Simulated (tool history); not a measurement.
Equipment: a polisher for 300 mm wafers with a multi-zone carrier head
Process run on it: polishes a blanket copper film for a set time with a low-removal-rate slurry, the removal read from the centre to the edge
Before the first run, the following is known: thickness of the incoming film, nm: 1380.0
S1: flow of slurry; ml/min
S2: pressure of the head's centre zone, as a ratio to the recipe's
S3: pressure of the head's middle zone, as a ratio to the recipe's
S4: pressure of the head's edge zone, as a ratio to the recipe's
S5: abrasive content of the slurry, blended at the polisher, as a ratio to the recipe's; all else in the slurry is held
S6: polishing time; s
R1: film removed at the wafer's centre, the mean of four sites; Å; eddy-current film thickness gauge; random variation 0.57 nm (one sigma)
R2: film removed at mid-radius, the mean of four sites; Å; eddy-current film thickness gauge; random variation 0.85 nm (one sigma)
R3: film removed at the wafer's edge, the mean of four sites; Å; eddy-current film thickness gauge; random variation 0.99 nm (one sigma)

| run | day | S1 | S2 | S3 | S4 | S5 | S6 | R1 | R2 | R3 |
|---|---|---|---|---|---|---|---|---|---|---|
| 1 | 0 | 200 | 1 | 1 | 1 | 1 | 45 | 1124.2 | 1105.4 | 1140.4 |
| 2 | 0.104 | 200 | 1 | 1 | 1 | 1 | 55 | 1378.7 | 1333.5 | 1385.6 |
| 3 | 0.179 | 200 | 1 | 1 | 1 | 1.1 | 55 | 1416.9 | 1374.1 | 1437.6 |
| 4 | 0.471 | 195 | 0.99 | 0.97 | 0.96 | 0.95 | 50 | 1227.3 | 1180.1 | 1207.3 |
| 5 | 0.788 | 195 | 0.99 | 0.97 | 0.96 | 0.95 | 55 | 1355.2 | 1287.3 | 1352.1 |
| 6 | 1.158 | 195 | 0.99 | 0.97 | 0.96 | 0.95 | 48 | 1164.9 | 1118.3 | 1174.2 |
| 7 | 1.446 | 195 | 0.99 | 0.95 | 0.93 | 0.85 | 44 | 1045.7 | 988.3 | 1036.8 |
| 8 | 1.488 | 195 | 0.99 | 0.95 | 0.93 | 0.85 | 44 | 1046.5 | 1005.9 | 1020.1 |
| 9 | 1.662 | 190 | 0.98 | 0.92 | 0.91 | 0.75 | 42 | 952.38 | 882.91 | 964.07 |
| 10 | 1.996 | 195 | 0.99 | 0.92 | 0.89 | 0.7 | 40 | 903.27 | 848.97 | 871.25 |
| 11 | 2.108 | 195 | 0.99 | 0.91 | 0.88 | 0.65 | 39 | 854.71 | 797.1 | 842.08 |

Run 12 has not been measured yet. What should we expect?
| 12 | 2.138 | 195 | 0.99 | 0.9 | 0.86 | 0.6 | 39 | ? | ? | ? |

Run 12 measured R1 833.24 Å, R2 764.7 Å, R3 795.87 Å.
